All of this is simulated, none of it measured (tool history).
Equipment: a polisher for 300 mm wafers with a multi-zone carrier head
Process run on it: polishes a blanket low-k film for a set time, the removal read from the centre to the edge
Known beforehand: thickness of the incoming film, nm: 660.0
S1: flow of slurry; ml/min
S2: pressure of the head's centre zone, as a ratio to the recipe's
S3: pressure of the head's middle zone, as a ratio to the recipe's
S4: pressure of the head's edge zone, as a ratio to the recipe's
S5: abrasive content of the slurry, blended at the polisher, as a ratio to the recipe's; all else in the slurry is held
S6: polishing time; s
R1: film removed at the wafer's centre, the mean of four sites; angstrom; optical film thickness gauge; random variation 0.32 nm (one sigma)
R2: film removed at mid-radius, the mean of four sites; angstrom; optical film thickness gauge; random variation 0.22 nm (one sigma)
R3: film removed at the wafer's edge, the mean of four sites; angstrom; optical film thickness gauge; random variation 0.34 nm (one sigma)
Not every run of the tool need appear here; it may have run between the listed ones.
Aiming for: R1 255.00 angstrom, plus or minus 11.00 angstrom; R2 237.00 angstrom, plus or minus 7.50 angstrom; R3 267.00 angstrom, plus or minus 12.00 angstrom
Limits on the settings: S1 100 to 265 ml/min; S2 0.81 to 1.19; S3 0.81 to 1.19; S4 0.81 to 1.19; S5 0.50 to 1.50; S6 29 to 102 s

| run | hour | S1 | S2 | S3 | S4 | S5 | S6 | R1 | R2 | R3 |
|---|---|---|---|---|---|---|---|---|---|---|
| 1 | 0.0 | 170 | 1.00 | 1.00 | 1.00 | 1.00 | 65 | 327.23 | 314.45 | 315.96 |
| 2 | 3.8 | 160 | 0.98 | 0.96 | 0.98 | 0.95 | 65 | 322.05 | 292.75 | 317.92 |
| 3 | 7.4 | 160 | 0.98 | 0.96 | 0.98 | 0.85 | 65 | 306.07 | 282.66 | 303.41 |
| 4 | 14.9 | 155 | 0.97 | 0.95 | 0.98 | 0.75 | 65 | 296.27 | 262.23 | 289.28 |
| 5 | 17.4 | 155 | 1.05 | 0.95 | 0.98 | 0.75 | 65 | 315.89 | 269.80 | 294.72 |
| 6 | 26.4 | 135 | 1.05 | 0.95 | 0.98 | 0.75 | 65 | 309.68 | 260.76 | 286.38 |
| 7 | 32.9 | 130 | 1.01 | 0.95 | 0.99 | 0.75 | 65 | 291.83 | 260.25 | 288.40 |
| 8 | 40.1 | 125 | 0.99 | 0.95 | 0.98 | 0.70 | 65 | 280.51 | 258.18 | 274.87 |
| 9 | 46.2 | 120 | 0.98 | 0.94 | 0.98 | 0.70 | 65 | 269.97 | 250.61 | 274.56 |
| 10 | 49.5 | 115 | 0.98 | 0.93 | 0.98 | 0.70 | 65 | 269.89 | 247.52 | 274.63 |
| 11 | 56.5 | 115 | 0.97 | 0.93 | 0.98 | 0.70 | 65 | 268.27 | 245.17 | 280.84 |

Pick the move, out of 4, that brings all results within their allowed miss; only one does.
| A | 63.5 | 110 | 1.04 | 0.84 | 0.98 | 0.75 | 61 | ? | ? | ? |
| B | 63.5 | 155 | 0.98 | 0.83 | 0.97 | 0.80 | 63 | ? | ? | ? |
| C | 63.5 | 145 | 1.07 | 0.90 | 0.93 | 0.60 | 63 | ? | ? | ? |
| D | 63.5 | 190 | 0.96 | 0.96 | 1.06 | 0.60 | 61 | ? | ? | ? |

| move | R1 | R2 | R3 |
|---|---|---|---|
| A | 276.89 | 219.26 | 269.31 |
| B | 288.24 | 238.80 | 291.30 |
| C | 283.46 | 229.54 | 257.49 |
| D | 254.71 | 241.66 | 271.27 |
A: further off than the last run
B: further off than the last run
C: further off than the last run
D: every result lands within tolerance
The right move is D.

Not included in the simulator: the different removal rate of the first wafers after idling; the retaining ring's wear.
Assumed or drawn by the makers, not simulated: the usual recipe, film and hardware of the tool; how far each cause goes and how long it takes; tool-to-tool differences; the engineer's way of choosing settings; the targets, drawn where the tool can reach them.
